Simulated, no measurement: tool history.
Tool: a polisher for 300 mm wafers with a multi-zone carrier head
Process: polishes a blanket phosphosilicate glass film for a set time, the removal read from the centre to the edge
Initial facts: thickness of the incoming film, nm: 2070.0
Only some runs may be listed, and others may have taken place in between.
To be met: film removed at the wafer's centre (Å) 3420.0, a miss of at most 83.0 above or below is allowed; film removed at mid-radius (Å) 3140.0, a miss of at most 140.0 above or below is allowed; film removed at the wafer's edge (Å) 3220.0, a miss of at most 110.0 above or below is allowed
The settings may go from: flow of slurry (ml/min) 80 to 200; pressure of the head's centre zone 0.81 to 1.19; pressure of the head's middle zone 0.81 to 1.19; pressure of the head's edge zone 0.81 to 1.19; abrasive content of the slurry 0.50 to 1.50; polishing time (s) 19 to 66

run  hour  flow of slurry (ml/min)  pressure of the head's centre zone  pressure of the head's middle zone  pressure of the head's edge zone  abrasive content of the slurry  polishing time (s)  film removed at the wafer's centre (Å)  film removed at mid-radius (Å)  film removed at the wafer's edge (Å)
  1   0.0                      130                                1.00                                1.00                              1.00                            1.00                  42                                  2805.8                          2789.1                                2706.7
  2   4.2                      140                                1.01                                1.00                              1.03                            1.00                  42                                  2868.6                          2889.1                                2815.8
  3   6.9                      140                                1.01                                0.94                              1.03                            1.00                  42                                  2879.4                          2723.3                                2816.5
  4  13.7                      140                                1.01                                0.94                              1.03                            0.85                  42                                  2668.8                          2548.5                                2620.3
  5  17.0                      150                                1.03                                0.95                              1.06                            0.90                  42                                  2817.2                          2641.3                                2715.1
  6  24.2                      155                                1.04                                0.96                              1.08                            0.95                  42                                  2966.7                          2756.9                                2859.8
  7  27.7                      160                                1.05                                0.97                              1.10                            0.95                  42                                  3009.1                          2813.2                                2923.4
  8  31.6                      165                                1.06                                0.98                              1.11                            0.95                  42                                  3064.8                          2880.3                                2961.9
  9  36.5                      170                                1.07                                0.98                              1.12                            0.95                  42                                  3082.3                          2924.5                                2951.8
 10  37.3                      175                                1.08                                0.98                              1.13                            0.95                  42                                  3122.2                          2858.4                                2902.6
 11  38.1                      175                                1.08                                0.98                              1.14                            1.00                  42                                  3219.4                          3015.6                                3049.9
 12  39.8                      180                                1.09                                0.98                              1.15                            1.00                  42                                  3290.6                          2928.1                                3066.1

5 candidate next runs follow, results not yet known. Just one meets every target within its allowed miss. Identify it.
  A  41.5                      190                                1.02                                0.92                              1.13                            0.90                  50                                       ?                               ?                                     ?
  B  41.5                      165                                1.09                                0.98                              1.12                            1.00                  45                                       ?                               ?                                     ?
  C  41.5                      160                                1.09                                0.83                              1.18                            1.00                  45                                       ?                               ?                                     ?
  D  41.5                      195                                1.09                                0.97                              1.00                            0.90                  45                                       ?                               ?                                     ?
  E  41.5                      185                                1.04                                1.05                              1.19                            0.90                  43                                       ?                               ?                                     ?

move  film removed at the wafer's centre (Å)  film removed at mid-radius (Å)  film removed at the wafer's edge (Å)
   A                                  3486.0                          3232.7                                3423.6
   B                                  3438.9                          3155.0                                3174.8
   C                                  3413.8                          2733.1                                3244.3
   D                                  3366.0                          3052.6                                2928.2
   E                                  3044.6                          3093.8                                3000.1
A: puts the biggest miss on target and leaves a different result outside tolerance
B: in spec on every target
C: puts the biggest miss on target and leaves a different result outside tolerance
D: puts the biggest miss on target and leaves a different result outside tolerance
E: the biggest miss grows against the last run
Move B is the one to make.
